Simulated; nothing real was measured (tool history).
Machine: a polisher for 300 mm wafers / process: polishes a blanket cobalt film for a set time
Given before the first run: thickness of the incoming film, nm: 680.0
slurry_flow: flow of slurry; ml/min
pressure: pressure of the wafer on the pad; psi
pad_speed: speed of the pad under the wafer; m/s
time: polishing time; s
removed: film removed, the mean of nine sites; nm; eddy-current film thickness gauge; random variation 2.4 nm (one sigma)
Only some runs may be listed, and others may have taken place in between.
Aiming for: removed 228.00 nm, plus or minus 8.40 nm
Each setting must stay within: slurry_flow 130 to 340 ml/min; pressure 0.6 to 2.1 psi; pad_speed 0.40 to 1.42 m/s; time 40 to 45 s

run	hour	slurry_flow	pressure	pad_speed	time	removed
1	0.0	220	1.3	0.90	45	161.89
2	3.8	225	1.6	0.90	45	199.40
3	12.4	225	1.7	0.90	45	209.90
4	16.1	270	1.7	0.90	45	215.01
5	18.6	270	1.7	1.02	45	240.63
6	22.7	270	1.7	1.16	45	265.55
7	30.1	270	1.6	1.16	45	253.02
8	32.3	270	1.5	1.16	45	238.32

Of the 5 settings listed for the next run, only one would bring every result within its allowed miss of target. Which one?
A	34.5	295	1.7	0.96	41	?
B	34.5	275	1.5	1.38	42	?
C	34.5	340	1.8	1.04	43	?
D	34.5	240	1.5	1.18	42	?
E	34.5	300	1.3	1.26	41	?

move	removed
A	211.20
B	268.21
C	255.33
D	228.26
E	210.47
A: moves the result that the last run missed by most past its target, out the other side
B: misses by more than the last run did
C: misses by more than the last run did
D: all results land within tolerance of their targets
E: moves the result that the last run missed by most past its target, out the other side
The right move is D.

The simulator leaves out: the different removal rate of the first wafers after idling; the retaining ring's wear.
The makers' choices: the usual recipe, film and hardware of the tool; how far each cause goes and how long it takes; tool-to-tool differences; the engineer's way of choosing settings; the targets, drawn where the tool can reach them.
